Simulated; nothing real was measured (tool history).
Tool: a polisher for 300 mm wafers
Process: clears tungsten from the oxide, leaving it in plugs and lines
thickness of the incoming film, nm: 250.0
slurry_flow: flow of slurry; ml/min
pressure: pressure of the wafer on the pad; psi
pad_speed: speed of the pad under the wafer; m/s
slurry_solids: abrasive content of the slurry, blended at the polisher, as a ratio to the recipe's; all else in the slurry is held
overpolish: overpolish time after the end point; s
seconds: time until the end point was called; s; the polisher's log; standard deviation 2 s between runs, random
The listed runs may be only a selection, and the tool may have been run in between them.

Run 1, hour 0: slurry_flow 240 ml/min, pressure 3 psi, pad_speed 0.94 m/s, slurry_solids 1, overpolish 44 s. Result: seconds 67.603 s.
Run 2, hour 4.4: slurry_flow 240 ml/min, pressure 3 psi, pad_speed 0.94 m/s, slurry_solids 1.1, overpolish 44 s. Result: seconds 65.902 s.
Run 3, hour 10.5: slurry_flow 240 ml/min, pressure 3 psi, pad_speed 0.94 m/s, slurry_solids 0.95, overpolish 44 s. Result: seconds 67.785 s.
Run 4, hour 19.2: slurry_flow 240 ml/min, pressure 3 psi, pad_speed 0.94 m/s, slurry_solids 0.95, overpolish 47 s. Result: seconds 71.46 s.
Run 5, hour 19.9: slurry_flow 190 ml/min, pressure 3 psi, pad_speed 0.94 m/s, slurry_solids 0.95, overpolish 47 s. Result: seconds 74.129 s.
Run 6, hour 27.4: slurry_flow 190 ml/min, pressure 3 psi, pad_speed 0.94 m/s, slurry_solids 0.95, overpolish 44 s. Result: seconds 70.461 s.
Run 7, hour 29.6: slurry_flow 190 ml/min, pressure 2.8 psi, pad_speed 0.92 m/s, slurry_solids 0.95, overpolish 44 s. Result: seconds 77.849 s.

Run 8, settings as shown, results not yet in. Your forecast:
Run 8, hour 37: slurry_flow 190 ml/min, pressure 2.6 psi, pad_speed 0.92 m/s, slurry_solids 0.95, overpolish 44 s. Result: seconds ?.

Run 8 produced seconds 84.153 s.

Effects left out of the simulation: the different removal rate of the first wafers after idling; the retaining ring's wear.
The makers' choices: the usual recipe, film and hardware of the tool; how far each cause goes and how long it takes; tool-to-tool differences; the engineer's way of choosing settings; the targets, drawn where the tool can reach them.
